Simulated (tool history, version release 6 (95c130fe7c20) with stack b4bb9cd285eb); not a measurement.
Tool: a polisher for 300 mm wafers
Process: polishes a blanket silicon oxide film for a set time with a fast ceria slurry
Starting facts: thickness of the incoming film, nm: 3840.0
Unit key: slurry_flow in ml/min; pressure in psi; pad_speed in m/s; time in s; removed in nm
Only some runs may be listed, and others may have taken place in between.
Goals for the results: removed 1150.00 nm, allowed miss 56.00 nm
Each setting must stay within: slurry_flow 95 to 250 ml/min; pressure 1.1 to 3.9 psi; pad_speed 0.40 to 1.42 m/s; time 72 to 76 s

run  hour  slurry_flow  pressure  pad_speed  time  removed
  1   0.0          160       2.5       0.90    72   899.32
  2   2.7          160       2.5       0.90    76   947.82
  3   5.7          160       2.5       0.90    76   979.40
  4   8.6          160       2.6       0.90    76   987.31
  5  15.8          160       2.6       0.74    76   812.93
  6  20.1          160       2.9       0.74    76   898.71
  7  22.1          160       2.9       0.74    76   894.09
  8  26.0          160       3.1       0.74    76   953.27
  9  27.6          160       3.3       0.74    76   995.18

Which single option among these 5 for the next run brings every result within its allowed miss of target? Just one does.
  A  29.2          190       3.3       0.68    72        ?
  B  29.2          145       2.9       0.98    76        ?
  C  29.2          160       3.7       0.74    72        ?
  D  29.2          165       3.7       0.58    75        ?
  E  29.2          145       3.7       0.86    76        ?

move  removed
   A   908.12
   B  1162.20
   C  1061.80
   D   880.27
   E  1272.20
A: moves away from the targets compared with the last run
B: hits every target within its allowed miss
C: nearer than the last run, and not there yet
D: moves away from the targets compared with the last run
E: takes the biggest miss from the last run beyond its target
The right move is B.
